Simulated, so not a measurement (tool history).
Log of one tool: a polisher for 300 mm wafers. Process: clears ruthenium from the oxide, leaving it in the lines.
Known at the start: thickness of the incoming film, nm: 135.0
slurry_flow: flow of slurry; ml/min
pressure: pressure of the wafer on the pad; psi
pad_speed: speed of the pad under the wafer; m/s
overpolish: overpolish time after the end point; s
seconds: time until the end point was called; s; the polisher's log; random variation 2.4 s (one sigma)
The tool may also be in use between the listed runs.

| run | hour | slurry_flow | pressure | pad_speed | overpolish | seconds |
|---|---|---|---|---|---|---|
| 1 | 0.0 | 250 | 2.7 | 1.04 | 22 | 92.785 |
| 2 | 1.1 | 250 | 3.1 | 1.04 | 22 | 81.605 |
| 3 | 9.5 | 205 | 3.1 | 1.04 | 22 | 82.123 |
| 4 | 15.5 | 205 | 2.5 | 0.98 | 22 | 108.660 |
| 5 | 19.1 | 205 | 2.1 | 0.96 | 22 | 130.490 |
| 6 | 23.2 | 205 | 2.4 | 0.96 | 22 | 113.950 |

The next listed run, before its measurement:
| 7 | 31.6 | 205 | 2.0 | 0.94 | 22 | ? |

Run 7 gave seconds 138.720 s.
